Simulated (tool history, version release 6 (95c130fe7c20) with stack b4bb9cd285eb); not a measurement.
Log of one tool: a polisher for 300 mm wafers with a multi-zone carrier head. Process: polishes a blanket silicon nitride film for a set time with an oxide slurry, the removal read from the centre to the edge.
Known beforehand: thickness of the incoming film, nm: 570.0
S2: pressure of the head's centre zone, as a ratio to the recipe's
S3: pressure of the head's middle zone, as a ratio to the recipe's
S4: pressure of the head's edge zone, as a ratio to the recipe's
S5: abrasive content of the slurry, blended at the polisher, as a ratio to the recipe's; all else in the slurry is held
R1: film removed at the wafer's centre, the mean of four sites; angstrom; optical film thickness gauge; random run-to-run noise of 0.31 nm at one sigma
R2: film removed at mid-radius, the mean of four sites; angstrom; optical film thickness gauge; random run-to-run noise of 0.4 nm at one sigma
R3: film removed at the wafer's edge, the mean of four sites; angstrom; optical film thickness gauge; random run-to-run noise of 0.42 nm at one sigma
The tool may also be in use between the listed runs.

run 1 hour=0.0 | flow_of_slurry_(ml/min)=305 S2=1.00 S3=1.00 S4=1.00 S5=1.00 polishing_time_(s)=83 | R1=608.79 R2=628.23 R3=633.87
run 2 hour=0.8 | flow_of_slurry_(ml/min)=245 S2=1.00 S3=1.00 S4=1.00 S5=1.00 polishing_time_(s)=83 | R1=608.99 R2=600.83 R3=622.45
run 3 hour=4.6 | flow_of_slurry_(ml/min)=245 S2=0.96 S3=0.98 S4=1.00 S5=0.85 polishing_time_(s)=73 | R1=475.96 R2=497.40 R3=508.70
run 4 hour=8.6 | flow_of_slurry_(ml/min)=245 S2=0.96 S3=0.98 S4=1.00 S5=0.75 polishing_time_(s)=73 | R1=444.15 R2=471.63 R3=483.06
run 5 hour=14.6 | flow_of_slurry_(ml/min)=235 S2=0.94 S3=0.95 S4=1.00 S5=0.70 polishing_time_(s)=68 | R1=399.63 R2=415.68 R3=441.06
run 6 hour=20.8 | flow_of_slurry_(ml/min)=235 S2=0.94 S3=1.03 S4=1.00 S5=0.70 polishing_time_(s)=68 | R1=393.13 R2=438.07 R3=437.22
run 7 hour=22.5 | flow_of_slurry_(ml/min)=225 S2=0.92 S3=1.00 S4=1.00 S5=0.65 polishing_time_(s)=64 | R1=344.97 R2=397.53 R3=388.87
run 8 hour=30.1 | flow_of_slurry_(ml/min)=225 S2=0.92 S3=1.00 S4=1.00 S5=0.65 polishing_time_(s)=64 | R1=345.48 R2=396.08 R3=403.63

The next listed run, before its measurement:
run 9 hour=31.4 | flow_of_slurry_(ml/min)=225 S2=0.87 S3=0.90 S4=0.94 S5=0.50 polishing_time_(s)=55 | R1=? R2=? R3=?

For run 9 the tool returned R1 251.40 angstrom, R2 270.43 angstrom, R3 295.40 angstrom.
